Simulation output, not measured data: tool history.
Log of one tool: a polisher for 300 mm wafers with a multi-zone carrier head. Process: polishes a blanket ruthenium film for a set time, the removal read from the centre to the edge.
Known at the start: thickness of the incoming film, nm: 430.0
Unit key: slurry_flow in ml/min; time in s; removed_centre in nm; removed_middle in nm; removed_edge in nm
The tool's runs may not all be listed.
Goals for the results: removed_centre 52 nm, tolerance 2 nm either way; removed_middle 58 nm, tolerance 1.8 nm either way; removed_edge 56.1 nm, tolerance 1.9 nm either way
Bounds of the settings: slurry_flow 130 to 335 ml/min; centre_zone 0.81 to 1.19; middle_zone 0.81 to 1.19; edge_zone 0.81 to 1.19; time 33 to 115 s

Run 1, hour 0: slurry_flow 215 ml/min, centre_zone 1, middle_zone 1, edge_zone 1, time 73 s. Result: removed_centre 66.79 nm, removed_middle 67.361 nm, removed_edge 67.029 nm.
Run 2, hour 8.7: slurry_flow 270 ml/min, centre_zone 1, middle_zone 1, edge_zone 1, time 73 s. Result: removed_centre 68.765 nm, removed_middle 69.874 nm, removed_edge 67.665 nm.
Run 3, hour 17.3: slurry_flow 270 ml/min, centre_zone 1, middle_zone 1, edge_zone 0.95, time 73 s. Result: removed_centre 69.376 nm, removed_middle 70.172 nm, removed_edge 65.703 nm.
Run 4, hour 24.9: slurry_flow 240 ml/min, centre_zone 1, middle_zone 1, edge_zone 0.95, time 73 s. Result: removed_centre 67.99 nm, removed_middle 68.513 nm, removed_edge 65.035 nm.
Run 5, hour 31.2: slurry_flow 240 ml/min, centre_zone 1, middle_zone 1, edge_zone 0.89, time 73 s. Result: removed_centre 68.401 nm, removed_middle 67.965 nm, removed_edge 63.152 nm.
Run 6, hour 32: slurry_flow 195 ml/min, centre_zone 1, middle_zone 1, edge_zone 0.89, time 73 s. Result: removed_centre 65.612 nm, removed_middle 66.761 nm, removed_edge 62.223 nm.
Run 7, hour 38.4: slurry_flow 190 ml/min, centre_zone 0.96, middle_zone 0.98, edge_zone 0.88, time 71 s. Result: removed_centre 61.856 nm, removed_middle 63.128 nm, removed_edge 59.753 nm.
Run 8, hour 46: slurry_flow 190 ml/min, centre_zone 0.96, middle_zone 0.98, edge_zone 0.88, time 71 s. Result: removed_centre 61.978 nm, removed_middle 64.536 nm, removed_edge 59.841 nm.
Run 9, hour 51.5: slurry_flow 180 ml/min, centre_zone 0.93, middle_zone 0.96, edge_zone 0.89, time 70 s. Result: removed_centre 58.405 nm, removed_middle 60.86 nm, removed_edge 57.995 nm.
Run 10, hour 59.1: slurry_flow 175 ml/min, centre_zone 0.91, middle_zone 0.95, edge_zone 0.9, time 70 s. Result: removed_centre 56.418 nm, removed_middle 59.68 nm, removed_edge 59.556 nm.

Which one of the following 5 next-run settings gets every result inside its allowed miss? There is exactly one.
Run A, hour 66.7: slurry_flow 155 ml/min, centre_zone 0.98, middle_zone 0.97, edge_zone 0.89, time 67 s. Result: removed_centre ?, removed_middle ?, removed_edge ?.
Run B, hour 66.7: slurry_flow 150 ml/min, centre_zone 0.98, middle_zone 0.94, edge_zone 0.85, time 70 s. Result: removed_centre ?, removed_middle ?, removed_edge ?.
Run C, hour 66.7: slurry_flow 145 ml/min, centre_zone 0.96, middle_zone 0.98, edge_zone 0.9, time 67 s. Result: removed_centre ?, removed_middle ?, removed_edge ?.
Run D, hour 66.7: slurry_flow 145 ml/min, centre_zone 0.94, middle_zone 1.04, edge_zone 0.97, time 65 s. Result: removed_centre ?, removed_middle ?, removed_edge ?.
Run E, hour 66.7: slurry_flow 135 ml/min, centre_zone 0.85, middle_zone 0.98, edge_zone 0.85, time 75 s. Result: removed_centre ?, removed_middle ?, removed_edge ?.

move  removed_centre  removed_middle  removed_edge
   A          56.971          57.514        56.124
   B          59.144          58.213        57.232
   C          55.102          57.372        55.959
   D          52.356          58.528        56.176
   E          53.791          63.469        60.507
A: further off than the last run
B: further off than the last run
C: closes in on the targets versus the last run, not all within tolerance yet
D: in spec on every target
E: the worst result of the last run now meets its target, but another is out of spec
Correct choice: D, which meets every target

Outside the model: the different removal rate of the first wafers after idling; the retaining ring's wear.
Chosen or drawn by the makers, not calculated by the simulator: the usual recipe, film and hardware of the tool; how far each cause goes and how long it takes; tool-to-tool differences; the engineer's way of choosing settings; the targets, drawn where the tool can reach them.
